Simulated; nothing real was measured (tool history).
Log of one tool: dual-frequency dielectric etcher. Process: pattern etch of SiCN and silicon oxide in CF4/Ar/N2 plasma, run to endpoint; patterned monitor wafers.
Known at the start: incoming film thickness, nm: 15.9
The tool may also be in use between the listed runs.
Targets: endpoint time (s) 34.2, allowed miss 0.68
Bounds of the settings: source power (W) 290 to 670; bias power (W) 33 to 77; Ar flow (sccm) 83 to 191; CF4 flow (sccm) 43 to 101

{"run": 1, "hour": 0.0, "source power (W)": 480, "bias power (W)": 55, "Ar flow (sccm)": 137, "CF4 flow (sccm)": 72, "endpoint time (s)": 22.275}
{"run": 2, "hour": 5.5, "source power (W)": 480, "bias power (W)": 51, "Ar flow (sccm)": 137, "CF4 flow (sccm)": 72, "endpoint time (s)": 22.744}
{"run": 3, "hour": 11.0, "source power (W)": 480, "bias power (W)": 51, "Ar flow (sccm)": 137, "CF4 flow (sccm)": 83, "endpoint time (s)": 22.243}
{"run": 4, "hour": 19.5, "source power (W)": 460, "bias power (W)": 50, "Ar flow (sccm)": 138, "CF4 flow (sccm)": 83, "endpoint time (s)": 23.056}
{"run": 5, "hour": 22.1, "source power (W)": 460, "bias power (W)": 42, "Ar flow (sccm)": 138, "CF4 flow (sccm)": 83, "endpoint time (s)": 24.094}
{"run": 6, "hour": 30.4, "source power (W)": 490, "bias power (W)": 42, "Ar flow (sccm)": 138, "CF4 flow (sccm)": 83, "endpoint time (s)": 22.913}
{"run": 7, "hour": 39.4, "source power (W)": 470, "bias power (W)": 41, "Ar flow (sccm)": 139, "CF4 flow (sccm)": 83, "endpoint time (s)": 23.962}
{"run": 8, "hour": 44.9, "source power (W)": 450, "bias power (W)": 40, "Ar flow (sccm)": 140, "CF4 flow (sccm)": 83, "endpoint time (s)": 24.987}
{"run": 9, "hour": 45.9, "source power (W)": 430, "bias power (W)": 39, "Ar flow (sccm)": 140, "CF4 flow (sccm)": 83, "endpoint time (s)": 26.126}
{"run": 10, "hour": 50.2, "source power (W)": 410, "bias power (W)": 39, "Ar flow (sccm)": 140, "CF4 flow (sccm)": 83, "endpoint time (s)": 27.156}
{"run": 11, "hour": 53.9, "source power (W)": 310, "bias power (W)": 37, "Ar flow (sccm)": 141, "CF4 flow (sccm)": 83, "endpoint time (s)": 35.327}

Which of these 4 next moves meets every target?
{"run": "A", "hour": 57.6, "source power (W)": 330, "bias power (W)": 39, "Ar flow (sccm)": 146, "CF4 flow (sccm)": 83, "endpoint time (s)": "?"}
{"run": "B", "hour": 57.6, "source power (W)": 330, "bias power (W)": 38, "Ar flow (sccm)": 138, "CF4 flow (sccm)": 87, "endpoint time (s)": "?"}
{"run": "C", "hour": 57.6, "source power (W)": 320, "bias power (W)": 48, "Ar flow (sccm)": 156, "CF4 flow (sccm)": 63, "endpoint time (s)": "?"}
{"run": "D", "hour": 57.6, "source power (W)": 350, "bias power (W)": 40, "Ar flow (sccm)": 170, "CF4 flow (sccm)": 77, "endpoint time (s)": "?"}

move=A endpoint_time_(s)=33.008
move=B endpoint_time_(s)=32.599
move=C endpoint_time_(s)=34.361
move=D endpoint_time_(s)=32.494
A: takes the result that was furthest off past its target
B: takes the result that was furthest off past its target
C: meets every target
D: takes the result that was furthest off past its target
Answer: C
